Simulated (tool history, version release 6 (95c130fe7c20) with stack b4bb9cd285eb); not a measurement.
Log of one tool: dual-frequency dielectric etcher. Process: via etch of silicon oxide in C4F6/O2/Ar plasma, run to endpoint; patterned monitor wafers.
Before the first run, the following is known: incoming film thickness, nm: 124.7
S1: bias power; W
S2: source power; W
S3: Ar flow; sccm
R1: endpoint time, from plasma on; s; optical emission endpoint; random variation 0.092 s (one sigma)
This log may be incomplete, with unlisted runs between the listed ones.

run	hour	S1	S2	S3	R1
1	0	634	390	225	26.358
2	3.7	634	390	196	25.828
3	10.3	634	390	181	25.632
4	18.2	634	390	147	24.847
# hour 26: bias power generator calibrated
5	26	634	440	147	24.277
6	28.2	634	440	135	23.904
7	33.5	570	420	141	25.457
8	37.3	522	410	143	26.355

Run 9 is up next; what results do you expect?
9	45.3	522	410	143	?

Run 9 came out at R1 26.393 s.
